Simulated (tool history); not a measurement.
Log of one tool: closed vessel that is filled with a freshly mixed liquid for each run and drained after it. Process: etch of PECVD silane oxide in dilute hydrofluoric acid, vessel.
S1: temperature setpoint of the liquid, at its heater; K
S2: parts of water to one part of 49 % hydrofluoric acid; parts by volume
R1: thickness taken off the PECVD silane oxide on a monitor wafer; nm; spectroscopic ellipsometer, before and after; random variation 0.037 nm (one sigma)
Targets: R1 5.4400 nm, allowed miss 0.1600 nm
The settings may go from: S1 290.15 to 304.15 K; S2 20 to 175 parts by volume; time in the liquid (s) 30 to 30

{"run": 1, "day": 0.0, "S1": 296.15, "S2": 95, "time in the liquid (s)": 30, "R1": 6.4962}
{"run": 2, "day": 0.267, "S1": 296.15, "S2": 95, "time in the liquid (s)": 30, "R1": 6.6127}
{"run": 3, "day": 0.475, "S1": 296.15, "S2": 70, "time in the liquid (s)": 30, "R1": 9.1146}
{"run": 4, "day": 0.596, "S1": 296.15, "S2": 45, "time in the liquid (s)": 30, "R1": 14.776}
{"run": 5, "day": 0.854, "S1": 296.15, "S2": 80, "time in the liquid (s)": 30, "R1": 7.8832}
{"run": 6, "day": 0.888, "S1": 296.15, "S2": 80, "time in the liquid (s)": 30, "R1": 7.8698}
{"run": 7, "day": 0.988, "S1": 294.15, "S2": 85, "time in the liquid (s)": 30, "R1": 6.9198}
{"run": 8, "day": 1.333, "S1": 293.15, "S2": 85, "time in the liquid (s)": 30, "R1": 6.5648}
{"run": 9, "day": 1.662, "S1": 292.15, "S2": 85, "time in the liquid (s)": 30, "R1": 6.2023}
{"run": 10, "day": 1.933, "S1": 291.65, "S2": 85, "time in the liquid (s)": 30, "R1": 6.1058}
{"run": 11, "day": 2.283, "S1": 291.15, "S2": 85, "time in the liquid (s)": 30, "R1": 6.0158}

5 next moves are on the table. One of them brings every result within its allowed miss. Which?
{"run": "A", "day": 2.633, "S1": 292.65, "S2": 100, "time in the liquid (s)": 30, "R1": "?"}
{"run": "B", "day": 2.633, "S1": 293.65, "S2": 110, "time in the liquid (s)": 30, "R1": "?"}
{"run": "C", "day": 2.633, "S1": 292.65, "S2": 80, "time in the liquid (s)": 30, "R1": "?"}
{"run": "D", "day": 2.633, "S1": 291.15, "S2": 75, "time in the liquid (s)": 30, "R1": "?"}
{"run": "E", "day": 2.633, "S1": 290.15, "S2": 80, "time in the liquid (s)": 30, "R1": "?"}

move=A R1=5.4258
move=B R1=5.0820
move=C R1=6.9359
move=D R1=6.9843
move=E R1=6.2408
A: meets every target
B: takes the result that was furthest off past its target
C: further off than the last run
D: further off than the last run
E: further off than the last run
Answer: A
